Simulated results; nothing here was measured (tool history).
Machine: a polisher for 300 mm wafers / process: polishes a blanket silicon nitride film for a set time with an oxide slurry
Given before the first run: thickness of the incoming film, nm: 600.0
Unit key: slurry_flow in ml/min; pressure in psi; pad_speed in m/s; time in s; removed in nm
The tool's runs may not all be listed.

Run 1, hour 0.0: slurry_flow 245 ml/min, pressure 3.5 psi, pad_speed 1.02 m/s, slurry_solids 1.0, time 46 s. Result: removed 27.496 nm.
Run 2, hour 8.9: slurry_flow 245 ml/min, pressure 3.5 psi, pad_speed 1.02 m/s, slurry_solids 1.2, time 46 s. Result: removed 29.534 nm.
Run 3, hour 10.5: slurry_flow 245 ml/min, pressure 3.0 psi, pad_speed 1.02 m/s, slurry_solids 1.2, time 46 s. Result: removed 26.293 nm.
Run 4, hour 19.2: slurry_flow 250 ml/min, pressure 3.4 psi, pad_speed 1.02 m/s, slurry_solids 1.2, time 46 s. Result: removed 28.836 nm.
Run 5, hour 25.3: slurry_flow 290 ml/min, pressure 3.4 psi, pad_speed 1.02 m/s, slurry_solids 1.2, time 46 s. Result: removed 29.211 nm.
Run 6, hour 33.0: slurry_flow 290 ml/min, pressure 3.6 psi, pad_speed 1.02 m/s, slurry_solids 1.2, time 46 s. Result: removed 30.273 nm.
Run 7, hour 35.1: slurry_flow 290 ml/min, pressure 3.8 psi, pad_speed 1.02 m/s, slurry_solids 1.2, time 46 s. Result: removed 31.714 nm.
Run 8, hour 41.4: slurry_flow 290 ml/min, pressure 4.0 psi, pad_speed 1.02 m/s, slurry_solids 1.2, time 46 s. Result: removed 32.739 nm.

Run 9, settings as shown, results not yet in. Your forecast:
Run 9, hour 50.3: slurry_flow 290 ml/min, pressure 4.1 psi, pad_speed 1.02 m/s, slurry_solids 1.2, time 46 s. Result: removed ?.

removed: 33.666 nm
